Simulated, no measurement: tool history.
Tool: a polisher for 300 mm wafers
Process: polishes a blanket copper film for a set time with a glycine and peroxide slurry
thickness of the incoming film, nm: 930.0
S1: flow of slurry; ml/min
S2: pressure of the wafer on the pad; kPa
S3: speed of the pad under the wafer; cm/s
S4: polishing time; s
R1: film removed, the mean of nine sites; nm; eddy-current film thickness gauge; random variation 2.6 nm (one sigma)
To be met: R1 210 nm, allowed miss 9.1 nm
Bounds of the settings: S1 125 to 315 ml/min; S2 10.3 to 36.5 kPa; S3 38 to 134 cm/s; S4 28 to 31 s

{"run": 1, "hour": 0.0, "S1": 205, "S2": 23.4, "S3": 86, "S4": 31, "R1": 142.41}
{"run": 2, "hour": 3.3, "S1": 170, "S2": 23.4, "S3": 86, "S4": 31, "R1": 142.61}
{"run": 3, "hour": 7.7, "S1": 170, "S2": 23.4, "S3": 78, "S4": 31, "R1": 129.72}
{"run": 4, "hour": 11.3, "S1": 125, "S2": 23.4, "S3": 78, "S4": 31, "R1": 122.95}
{"run": 5, "hour": 12.0, "S1": 135, "S2": 26.2, "S3": 78, "S4": 31, "R1": 143.14}
{"run": 6, "hour": 20.4, "S1": 135, "S2": 30.3, "S3": 78, "S4": 31, "R1": 153.46}
{"run": 7, "hour": 27.5, "S1": 145, "S2": 36.5, "S3": 100, "S4": 31, "R1": 236.84}
{"run": 8, "hour": 34.1, "S1": 145, "S2": 35.9, "S3": 100, "S4": 31, "R1": 228.43}
{"run": 9, "hour": 39.6, "S1": 145, "S2": 35.2, "S3": 100, "S4": 31, "R1": 223}
{"run": 10, "hour": 45.7, "S1": 145, "S2": 34.5, "S3": 100, "S4": 31, "R1": 221.18}

5 next moves are on the table. One of them brings every result within its allowed miss. Which?
{"run": "A", "hour": 51.8, "S1": 155, "S2": 33.1, "S3": 88, "S4": 29, "R1": "?"}
{"run": "B", "hour": 51.8, "S1": 145, "S2": 35.2, "S3": 104, "S4": 28, "R1": "?"}
{"run": "C", "hour": 51.8, "S1": 125, "S2": 36.5, "S3": 82, "S4": 31, "R1": "?"}
{"run": "D", "hour": 51.8, "S1": 125, "S2": 27.6, "S3": 106, "S4": 31, "R1": "?"}
{"run": "E", "hour": 51.8, "S1": 130, "S2": 33.8, "S3": 110, "S4": 31, "R1": "?"}

move=A R1=177.51
move=B R1=207.59
move=C R1=187.57
move=D R1=183.54
move=E R1=228.85
A: takes the result that was furthest off past its target
B: meets every target
C: takes the result that was furthest off past its target
D: takes the result that was furthest off past its target
E: further off than the last run
The right move is B.
